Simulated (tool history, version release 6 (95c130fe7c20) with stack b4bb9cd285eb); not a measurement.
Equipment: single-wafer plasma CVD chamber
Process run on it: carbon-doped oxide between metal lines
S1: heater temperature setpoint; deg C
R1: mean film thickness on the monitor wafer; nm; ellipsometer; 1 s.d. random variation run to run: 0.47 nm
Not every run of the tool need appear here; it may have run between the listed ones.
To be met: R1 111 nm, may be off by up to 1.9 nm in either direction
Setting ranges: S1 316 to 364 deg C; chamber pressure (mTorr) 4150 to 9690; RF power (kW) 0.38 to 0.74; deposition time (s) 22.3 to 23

run 1 hour=0 | S1=340 chamber_pressure_(mTorr)=6920 RF_power_(kW)=0.56 deposition_time_(s)=22.3 | R1=134.82
run 2 hour=8.7 | S1=342 chamber_pressure_(mTorr)=6810 RF_power_(kW)=0.545 deposition_time_(s)=22.3 | R1=132.07
run 3 hour=13.6 | S1=342 chamber_pressure_(mTorr)=6810 RF_power_(kW)=0.595 deposition_time_(s)=22.3 | R1=138.64
run 4 hour=18 | S1=344 chamber_pressure_(mTorr)=6710 RF_power_(kW)=0.575 deposition_time_(s)=22.3 | R1=133.67
run 5 hour=22.9 | S1=346 chamber_pressure_(mTorr)=6550 RF_power_(kW)=0.565 deposition_time_(s)=22.3 | R1=132.03
run 6 hour=25.4 | S1=346 chamber_pressure_(mTorr)=6550 RF_power_(kW)=0.565 deposition_time_(s)=23 | R1=136.69
run 7 hour=26.9 | S1=348 chamber_pressure_(mTorr)=6460 RF_power_(kW)=0.545 deposition_time_(s)=23 | R1=132.91
run 8 hour=34 | S1=349 chamber_pressure_(mTorr)=6380 RF_power_(kW)=0.53 deposition_time_(s)=23 | R1=130.42
run 9 hour=38.1 | S1=350 chamber_pressure_(mTorr)=6310 RF_power_(kW)=0.515 deposition_time_(s)=23 | R1=127.92
run 10 hour=38.7 | S1=351 chamber_pressure_(mTorr)=6240 RF_power_(kW)=0.5 deposition_time_(s)=23 | R1=123.92

Exactly one of the 5 candidate moves below puts every result within its allowed miss. Which one?
run A hour=39.3 | S1=352 chamber_pressure_(mTorr)=6240 RF_power_(kW)=0.485 deposition_time_(s)=22.9 | R1=?
run B hour=39.3 | S1=354 chamber_pressure_(mTorr)=6700 RF_power_(kW)=0.4 deposition_time_(s)=23 | R1=?
run C hour=39.3 | S1=361 chamber_pressure_(mTorr)=7030 RF_power_(kW)=0.4 deposition_time_(s)=23 | R1=?
run D hour=39.3 | S1=362 chamber_pressure_(mTorr)=4940 RF_power_(kW)=0.475 deposition_time_(s)=22.3 | R1=?
run E hour=39.3 | S1=359 chamber_pressure_(mTorr)=5830 RF_power_(kW)=0.395 deposition_time_(s)=22.6 | R1=?

move=A R1=121.32
move=B R1=106.73
move=C R1=104.97
move=D R1=111.63
move=E R1=101.65
A: moves toward the targets from the last run without getting all of them in spec
B: takes the result that was furthest off past its target
C: takes the result that was furthest off past its target
D: each result inside its tolerance
E: takes the result that was furthest off past its target
Move D is the one to make.

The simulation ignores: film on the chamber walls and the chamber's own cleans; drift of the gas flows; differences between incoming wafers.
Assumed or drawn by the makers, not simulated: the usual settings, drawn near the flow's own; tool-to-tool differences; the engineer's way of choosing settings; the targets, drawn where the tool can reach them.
